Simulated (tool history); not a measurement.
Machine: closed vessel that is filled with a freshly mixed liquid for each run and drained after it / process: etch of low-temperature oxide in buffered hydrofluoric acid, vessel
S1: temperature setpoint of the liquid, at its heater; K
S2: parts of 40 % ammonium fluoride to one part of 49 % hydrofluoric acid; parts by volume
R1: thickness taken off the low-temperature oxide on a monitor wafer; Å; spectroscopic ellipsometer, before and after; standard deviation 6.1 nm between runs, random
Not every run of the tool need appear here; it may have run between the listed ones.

{"run": 1, "hour": 0.0, "S1": 297.15, "S2": 8.5, "time in the liquid (s)": 90, "R1": 4873.0}
{"run": 2, "hour": 1.0, "S1": 297.15, "S2": 10.5, "time in the liquid (s)": 90, "R1": 4008.0}
{"run": 3, "hour": 5.2, "S1": 299.15, "S2": 10.5, "time in the liquid (s)": 90, "R1": 4650.6}
{"run": 4, "hour": 7.9, "S1": 299.15, "S2": 11.5, "time in the liquid (s)": 90, "R1": 4289.2}
{"run": 5, "hour": 15.2, "S1": 300.65, "S2": 11.5, "time in the liquid (s)": 90, "R1": 4555.7}
{"run": 6, "hour": 22.8, "S1": 301.65, "S2": 11.0, "time in the liquid (s)": 90, "R1": 5066.0}

What will run 7 give?
{"run": 7, "hour": 24.8, "S1": 302.65, "S2": 11.0, "time in the liquid (s)": 90, "R1": "?"}

R1: 5231.1 Å
